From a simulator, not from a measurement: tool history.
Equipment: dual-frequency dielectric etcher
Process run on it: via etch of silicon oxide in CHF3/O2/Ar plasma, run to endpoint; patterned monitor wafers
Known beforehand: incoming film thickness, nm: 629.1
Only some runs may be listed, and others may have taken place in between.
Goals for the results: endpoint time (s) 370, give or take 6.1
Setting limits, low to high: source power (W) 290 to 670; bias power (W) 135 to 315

run 1 hour=0 | source_power_(W)=480 bias_power_(W)=225 | endpoint_time_(s)=321.76
run 2 hour=2.4 | source_power_(W)=480 bias_power_(W)=259 | endpoint_time_(s)=310.92
run 3 hour=10.7 | source_power_(W)=440 bias_power_(W)=252 | endpoint_time_(s)=321.37
run 4 hour=19.4 | source_power_(W)=480 bias_power_(W)=252 | endpoint_time_(s)=307.81
run 5 hour=23.6 | source_power_(W)=440 bias_power_(W)=250 | endpoint_time_(s)=318.5
run 6 hour=25.1 | source_power_(W)=410 bias_power_(W)=239 | endpoint_time_(s)=329.13
run 7 hour=32.6 | source_power_(W)=390 bias_power_(W)=230 | endpoint_time_(s)=343.54
run 8 hour=33.6 | source_power_(W)=370 bias_power_(W)=229 | endpoint_time_(s)=346.4
run 9 hour=37 | source_power_(W)=350 bias_power_(W)=227 | endpoint_time_(s)=355.69
run 10 hour=42.4 | source_power_(W)=350 bias_power_(W)=227 | endpoint_time_(s)=354.92
run 11 hour=44.7 | source_power_(W)=290 bias_power_(W)=223 | endpoint_time_(s)=380.44

5 next moves are on the table. One of them brings every result within its allowed miss. Which?
run A hour=47 | source_power_(W)=380 bias_power_(W)=176 | endpoint_time_(s)=?
run B hour=47 | source_power_(W)=320 bias_power_(W)=197 | endpoint_time_(s)=?
run C hour=47 | source_power_(W)=320 bias_power_(W)=198 | endpoint_time_(s)=?
run D hour=47 | source_power_(W)=290 bias_power_(W)=214 | endpoint_time_(s)=?
run E hour=47 | source_power_(W)=290 bias_power_(W)=215 | endpoint_time_(s)=?

move=A endpoint_time_(s)=369.89
move=B endpoint_time_(s)=380.7
move=C endpoint_time_(s)=380.18
move=D endpoint_time_(s)=384.55
move=E endpoint_time_(s)=384.05
A: hits every target within its allowed miss
B: just as far off the targets as the last run
C: just as far off the targets as the last run
D: its largest miss is bigger than the last run's
E: its largest miss is bigger than the last run's
The move that meets every target is A.
